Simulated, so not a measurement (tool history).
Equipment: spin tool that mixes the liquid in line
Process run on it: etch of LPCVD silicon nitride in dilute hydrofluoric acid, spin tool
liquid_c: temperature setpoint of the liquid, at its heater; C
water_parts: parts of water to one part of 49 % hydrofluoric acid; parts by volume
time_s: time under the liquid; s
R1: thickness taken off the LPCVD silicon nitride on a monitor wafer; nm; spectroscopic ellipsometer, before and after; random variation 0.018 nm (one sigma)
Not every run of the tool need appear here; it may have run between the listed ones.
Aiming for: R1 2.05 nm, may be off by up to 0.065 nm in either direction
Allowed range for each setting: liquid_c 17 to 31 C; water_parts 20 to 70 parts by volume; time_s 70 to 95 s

{"run": 1, "day": 0.0, "liquid_c": 23, "water_parts": 40, "time_s": 95, "R1": 1.2052}
{"run": 2, "day": 0.171, "liquid_c": 23, "water_parts": 50, "time_s": 95, "R1": 0.97955}
{"run": 3, "day": 0.467, "liquid_c": 23, "water_parts": 50, "time_s": 95, "R1": 0.97142}
{"run": 4, "day": 0.55, "liquid_c": 23, "water_parts": 50, "time_s": 95, "R1": 0.9761}
{"run": 5, "day": 0.592, "liquid_c": 23, "water_parts": 50, "time_s": 95, "R1": 0.97789}
{"run": 6, "day": 0.888, "liquid_c": 26.5, "water_parts": 50, "time_s": 95, "R1": 1.2185}
{"run": 7, "day": 1.058, "liquid_c": 27.5, "water_parts": 45, "time_s": 95, "R1": 1.4685}
{"run": 8, "day": 1.238, "liquid_c": 28.5, "water_parts": 45, "time_s": 95, "R1": 1.5719}
{"run": 9, "day": 1.429, "liquid_c": 29, "water_parts": 45, "time_s": 95, "R1": 1.6098}
{"run": 10, "day": 1.8, "liquid_c": 29, "water_parts": 45, "time_s": 95, "R1": 1.5818}
{"run": 11, "day": 2.1, "liquid_c": 29.5, "water_parts": 45, "time_s": 95, "R1": 1.648}
{"run": 12, "day": 2.342, "liquid_c": 30, "water_parts": 45, "time_s": 95, "R1": 1.7068}

5 next moves are on the table. One of them brings every result within its allowed miss. Which?
{"run": "A", "day": 2.583, "liquid_c": 26, "water_parts": 30, "time_s": 95, "R1": "?"}
{"run": "B", "day": 2.583, "liquid_c": 29, "water_parts": 45, "time_s": 95, "R1": "?"}
{"run": "C", "day": 2.583, "liquid_c": 29.5, "water_parts": 35, "time_s": 85, "R1": "?"}
{"run": "D", "day": 2.583, "liquid_c": 31, "water_parts": 40, "time_s": 90, "R1": "?"}
{"run": "E", "day": 2.583, "liquid_c": 30.5, "water_parts": 35, "time_s": 85, "R1": "?"}

move=A R1=1.9562
move=B R1=1.6056
move=C R1=1.8994
move=D R1=1.9444
move=E R1=2.0271
A: nearer than the last run, and not there yet
B: moves away from the targets compared with the last run
C: nearer than the last run, and not there yet
D: nearer than the last run, and not there yet
E: all results land within tolerance of their targets
Go with E: it meets all targets.
